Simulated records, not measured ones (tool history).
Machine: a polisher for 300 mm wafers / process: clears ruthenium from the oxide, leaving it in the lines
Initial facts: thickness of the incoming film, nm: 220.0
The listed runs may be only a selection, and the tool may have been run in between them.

run,hour,flow of slurry (ml/min),pressure of the wafer on the pad (psi),speed of the pad under the wafer (m/s),overpolish time after the end point (s),time until the end point was called (s)
1,0.0,305,2.4,1.02,32,198.65
2,5.2,305,2.0,1.02,32,236.60
3,13.6,305,2.0,0.84,32,288.07
4,21.6,305,2.0,0.84,35,284.60
5,27.9,305,2.1,0.84,35,270.00
# hour 31.8: slurry nozzle cleaned
6,31.8,305,1.8,0.84,35,307.23

Forecast run 7:
7,32.9,305,2.0,0.84,35,?

time until the end point was called (s): 274.89
